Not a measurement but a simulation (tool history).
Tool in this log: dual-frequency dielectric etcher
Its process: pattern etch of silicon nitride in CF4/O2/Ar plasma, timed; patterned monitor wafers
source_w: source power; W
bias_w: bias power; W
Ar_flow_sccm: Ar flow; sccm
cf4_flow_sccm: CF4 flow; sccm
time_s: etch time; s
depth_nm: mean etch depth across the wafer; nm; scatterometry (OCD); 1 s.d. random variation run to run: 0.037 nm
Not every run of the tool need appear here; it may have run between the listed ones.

run 1 day=0 | source_w=480 bias_w=65 Ar_flow_sccm=94 cf4_flow_sccm=128 time_s=7.5 | depth_nm=15.332
run 2 day=0.3 | source_w=530 bias_w=65 Ar_flow_sccm=94 cf4_flow_sccm=128 time_s=7.5 | depth_nm=16.494
run 3 day=0.492 | source_w=470 bias_w=65 Ar_flow_sccm=94 cf4_flow_sccm=128 time_s=7.5 | depth_nm=15.109
run 4 day=0.821 | source_w=470 bias_w=65 Ar_flow_sccm=94 cf4_flow_sccm=128 time_s=7.5 | depth_nm=14.993
run 5 day=1.058 | source_w=470 bias_w=65 Ar_flow_sccm=94 cf4_flow_sccm=111 time_s=7.5 | depth_nm=14.847
run 6 day=1.15 | source_w=470 bias_w=65 Ar_flow_sccm=94 cf4_flow_sccm=96 time_s=7.5 | depth_nm=14.67
run 7 day=1.362 | source_w=430 bias_w=65 Ar_flow_sccm=94 cf4_flow_sccm=96 time_s=7.5 | depth_nm=13.83
run 8 day=1.417 | source_w=430 bias_w=65 Ar_flow_sccm=94 cf4_flow_sccm=96 time_s=7.5 | depth_nm=13.734
run 9 day=1.621 | source_w=400 bias_w=65 Ar_flow_sccm=94 cf4_flow_sccm=96 time_s=7.5 | depth_nm=13.073

Predict the results of run 10:
run 10 day=1.917 | source_w=400 bias_w=65 Ar_flow_sccm=94 cf4_flow_sccm=96 time_s=7.5 | depth_nm=?

{"run 10": {"depth_nm": 13.102}}
